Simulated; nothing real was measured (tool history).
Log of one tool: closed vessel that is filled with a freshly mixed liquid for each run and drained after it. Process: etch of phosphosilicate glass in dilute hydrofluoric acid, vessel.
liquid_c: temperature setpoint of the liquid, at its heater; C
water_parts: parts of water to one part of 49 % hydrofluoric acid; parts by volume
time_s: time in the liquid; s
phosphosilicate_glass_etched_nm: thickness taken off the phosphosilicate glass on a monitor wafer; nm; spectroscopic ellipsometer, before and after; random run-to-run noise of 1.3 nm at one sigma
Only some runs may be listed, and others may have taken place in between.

run,hour,liquid_c,water_parts,time_s,phosphosilicate_glass_etched_nm
1,0,22,110,95,78.181
2,6.1,23,105,95,85.117
3,13.1,24,100,95,92.131
4,19.1,27.5,100,95,106.72
5,27.4,29.5,100,95,114.52
# hour 35.1: thermometer replaced
6,35.1,30,100,95,108.27
7,41.5,30,95,95,114.24
8,47.4,30,90,95,119.32

Run 9 has not been measured yet. What should we expect?
9,50.8,30,85,95,?

{"run 9": {"phosphosilicate_glass_etched_nm": 129.15}}
